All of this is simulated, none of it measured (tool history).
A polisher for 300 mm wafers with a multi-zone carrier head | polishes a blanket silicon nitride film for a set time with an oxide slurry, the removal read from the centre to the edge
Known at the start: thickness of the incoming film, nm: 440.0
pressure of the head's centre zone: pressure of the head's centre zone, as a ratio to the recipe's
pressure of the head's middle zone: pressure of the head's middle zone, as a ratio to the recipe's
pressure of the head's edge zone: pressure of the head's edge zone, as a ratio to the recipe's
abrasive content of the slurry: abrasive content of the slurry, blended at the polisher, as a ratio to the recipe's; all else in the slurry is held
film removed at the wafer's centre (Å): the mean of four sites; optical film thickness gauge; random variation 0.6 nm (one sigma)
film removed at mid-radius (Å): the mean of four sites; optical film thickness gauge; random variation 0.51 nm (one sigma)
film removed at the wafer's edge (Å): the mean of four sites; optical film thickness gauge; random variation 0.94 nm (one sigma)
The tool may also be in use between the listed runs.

run	hour	flow of slurry (ml/min)	pressure of the head's centre zone	pressure of the head's middle zone	pressure of the head's edge zone	abrasive content of the slurry	polishing time (s)	film removed at the wafer's centre (Å)	film removed at mid-radius (Å)	film removed at the wafer's edge (Å)
1	0	215	1	1	1	1	49	563.94	526.97	553.59
2	5.9	215	1.05	1	1	1	49	582.18	519.92	546.95
3	7.5	215	1.05	0.94	1	1	49	576.14	500.42	531.5
4	12.2	215	1.05	0.94	1	1	42	503.88	427.83	463.76
5	16.4	215	1.05	0.9	1	1	42	498.12	414.49	465.53
6	17.5	175	1.05	0.9	1	1	42	492.64	402.45	457.37
7	21.8	190	1.08	0.97	1.04	1.15	43	556.37	480.22	515.5

Forecast run 8:
8	23.3	195	1.11	1	1.07	1.25	44	?	?	?

Run 8 gave film removed at the wafer's centre (Å) 619.4, film removed at mid-radius (Å) 534.65, film removed at the wafer's edge (Å) 546.3.
